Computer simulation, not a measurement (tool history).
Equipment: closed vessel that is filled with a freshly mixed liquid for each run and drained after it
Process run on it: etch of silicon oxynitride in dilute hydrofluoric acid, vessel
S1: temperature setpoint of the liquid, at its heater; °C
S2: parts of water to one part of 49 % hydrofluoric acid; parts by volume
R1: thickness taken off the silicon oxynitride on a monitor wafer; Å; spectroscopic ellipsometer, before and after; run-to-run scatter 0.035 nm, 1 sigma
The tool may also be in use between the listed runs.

{"run": 1, "hour": 0.0, "S1": 25, "S2": 105, "time in the liquid (s)": 870, "R1": 146.16}
{"run": 2, "hour": 2.1, "S1": 28.5, "S2": 105, "time in the liquid (s)": 870, "R1": 173.16}
{"run": 3, "hour": 9.1, "S1": 26, "S2": 105, "time in the liquid (s)": 870, "R1": 153.7}
{"run": 4, "hour": 15.4, "S1": 28, "S2": 105, "time in the liquid (s)": 870, "R1": 168.14}
{"run": 5, "hour": 18.1, "S1": 26.5, "S2": 105, "time in the liquid (s)": 870, "R1": 157.12}
{"run": 6, "hour": 21.7, "S1": 23.5, "S2": 105, "time in the liquid (s)": 870, "R1": 137.42}
{"run": 7, "hour": 24.3, "S1": 23.5, "S2": 105, "time in the liquid (s)": 870, "R1": 136.42}
{"run": 8, "hour": 31.7, "S1": 22.5, "S2": 105, "time in the liquid (s)": 870, "R1": 129.65}
{"run": 9, "hour": 39.2, "S1": 22, "S2": 105, "time in the liquid (s)": 870, "R1": 127.23}
{"run": 10, "hour": 42.4, "S1": 21.5, "S2": 105, "time in the liquid (s)": 870, "R1": 124.9}
{"run": 11, "hour": 45.7, "S1": 21, "S2": 105, "time in the liquid (s)": 870, "R1": 121.66}
{"run": 12, "hour": 48.6, "S1": 20.5, "S2": 105, "time in the liquid (s)": 870, "R1": 118.2}
{"run": 13, "hour": 51.4, "S1": 20, "S2": 105, "time in the liquid (s)": 870, "R1": 114.79}
{"run": 14, "hour": 58.2, "S1": 19.5, "S2": 105, "time in the liquid (s)": 870, "R1": 112.75}
{"run": 15, "hour": 67.1, "S1": 19, "S2": 105, "time in the liquid (s)": 870, "R1": 109.77}

Predict the results of run 16:
{"run": 16, "hour": 76.8, "S1": 18.5, "S2": 105, "time in the liquid (s)": 870, "R1": "?"}

{"run 16": {"R1": 107.03}}
